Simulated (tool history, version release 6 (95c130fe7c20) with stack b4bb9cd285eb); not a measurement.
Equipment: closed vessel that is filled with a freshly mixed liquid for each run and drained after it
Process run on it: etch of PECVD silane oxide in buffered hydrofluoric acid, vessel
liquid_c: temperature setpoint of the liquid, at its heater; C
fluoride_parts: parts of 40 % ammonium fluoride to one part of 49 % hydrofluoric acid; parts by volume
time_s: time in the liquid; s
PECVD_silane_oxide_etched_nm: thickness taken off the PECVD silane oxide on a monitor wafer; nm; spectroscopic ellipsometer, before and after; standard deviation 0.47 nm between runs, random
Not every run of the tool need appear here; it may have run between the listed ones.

run  hour  liquid_c  fluoride_parts  time_s  PECVD_silane_oxide_etched_nm
  1     0        23              24      90                        122.62
  2   8.4        23            29.5      90                        106.08
  3    14        25            29.5      90                        118.87
  4  21.8      22.5            29.5      90                        103.99
  5    27      22.5            29.5      90                         103.8
  6  29.4        21            29.5      90                        94.939
  7  34.7      21.5            29.5      90                        97.225
  8  42.4        22            29.5      90                        100.37

Estimate the outcome of run 9 from the log above:
  9  51.4      22.5            29.5      90                             ?

Run 9 came out at PECVD_silane_oxide_etched_nm 103.66 nm.
